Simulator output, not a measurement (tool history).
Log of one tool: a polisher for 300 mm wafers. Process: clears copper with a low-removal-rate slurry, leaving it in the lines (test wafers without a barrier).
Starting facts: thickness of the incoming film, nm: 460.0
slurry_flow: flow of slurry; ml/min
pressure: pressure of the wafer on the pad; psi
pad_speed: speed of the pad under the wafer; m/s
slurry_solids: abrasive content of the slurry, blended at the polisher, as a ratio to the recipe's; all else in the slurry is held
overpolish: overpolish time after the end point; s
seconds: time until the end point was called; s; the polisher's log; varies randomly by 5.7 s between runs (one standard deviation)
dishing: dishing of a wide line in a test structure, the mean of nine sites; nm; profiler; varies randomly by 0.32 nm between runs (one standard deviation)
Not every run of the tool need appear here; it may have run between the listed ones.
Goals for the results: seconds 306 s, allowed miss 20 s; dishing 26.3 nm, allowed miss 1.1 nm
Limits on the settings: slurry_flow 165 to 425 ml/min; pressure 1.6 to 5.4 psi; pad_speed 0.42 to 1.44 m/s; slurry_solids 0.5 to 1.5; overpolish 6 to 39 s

Run 1, hour 0: slurry_flow 275 ml/min, pressure 3.5 psi, pad_speed 0.92 m/s, slurry_solids 1, overpolish 20 s. Result: seconds 154.06 s, dishing 44.143 nm.
Run 2, hour 3.6: slurry_flow 275 ml/min, pressure 4.1 psi, pad_speed 0.92 m/s, slurry_solids 1, overpolish 20 s. Result: seconds 130.17 s, dishing 50.959 nm.
Run 3, hour 9.9: slurry_flow 275 ml/min, pressure 4.1 psi, pad_speed 0.92 m/s, slurry_solids 1, overpolish 13 s. Result: seconds 127.44 s, dishing 36.168 nm.
Run 4, hour 11.9: slurry_flow 275 ml/min, pressure 3.8 psi, pad_speed 0.9 m/s, slurry_solids 1, overpolish 14 s. Result: seconds 141.01 s, dishing 35.201 nm.
Run 5, hour 17.5: slurry_flow 275 ml/min, pressure 3.8 psi, pad_speed 0.9 m/s, slurry_solids 0.8, overpolish 14 s. Result: seconds 143.2 s, dishing 33.941 nm.
Run 6, hour 26.1: slurry_flow 225 ml/min, pressure 3.8 psi, pad_speed 0.9 m/s, slurry_solids 0.8, overpolish 14 s. Result: seconds 149.83 s, dishing 33.282 nm.
Run 7, hour 31.7: slurry_flow 195 ml/min, pressure 2.8 psi, pad_speed 0.84 m/s, slurry_solids 0.8, overpolish 24 s. Result: seconds 224.33 s, dishing 36.946 nm.
Run 8, hour 36.6: slurry_flow 195 ml/min, pressure 2.7 psi, pad_speed 0.84 m/s, slurry_solids 0.8, overpolish 24 s. Result: seconds 231.97 s, dishing 36.528 nm.
Run 9, hour 42.8: slurry_flow 195 ml/min, pressure 2.6 psi, pad_speed 0.84 m/s, slurry_solids 0.8, overpolish 24 s. Result: seconds 234.79 s, dishing 35.142 nm.
Run 10, hour 46.5: slurry_flow 195 ml/min, pressure 2.5 psi, pad_speed 0.84 m/s, slurry_solids 0.8, overpolish 24 s. Result: seconds 243.7 s, dishing 33.397 nm.
Run 11, hour 50.1: slurry_flow 195 ml/min, pressure 2.4 psi, pad_speed 0.84 m/s, slurry_solids 0.8, overpolish 24 s. Result: seconds 259.67 s, dishing 33.666 nm.

5 candidate next runs follow, results not yet known. Just one meets every target within its allowed miss. Identify it.
Run A, hour 53.7: slurry_flow 175 ml/min, pressure 2.9 psi, pad_speed 0.56 m/s, slurry_solids 1, overpolish 22 s. Result: seconds ?, dishing ?.
Run B, hour 53.7: slurry_flow 230 ml/min, pressure 2 psi, pad_speed 1.14 m/s, slurry_solids 1.1, overpolish 31 s. Result: seconds ?, dishing ?.
Run C, hour 53.7: slurry_flow 205 ml/min, pressure 2.5 psi, pad_speed 0.84 m/s, slurry_solids 0.7, overpolish 18 s. Result: seconds ?, dishing ?.
Run D, hour 53.7: slurry_flow 165 ml/min, pressure 4 psi, pad_speed 0.6 m/s, slurry_solids 0.9, overpolish 17 s. Result: seconds ?, dishing ?.
Run E, hour 53.7: slurry_flow 180 ml/min, pressure 1.9 psi, pad_speed 0.8 m/s, slurry_solids 1.3, overpolish 24 s. Result: seconds ?, dishing ?.

move  seconds  dishing
   A   303.13   26.184
   B   204.96   46.912
   C   249.03    25.98
   D    214.8    28.48
   E   303.18   27.839
A: each result inside its tolerance
B: the biggest miss grows against the last run
C: the worst result of the last run now meets its target, but another is out of spec
D: nearer the targets than the last run, but a result is still out of spec
E: nearer the targets than the last run, but a result is still out of spec
The move that meets every target is A.
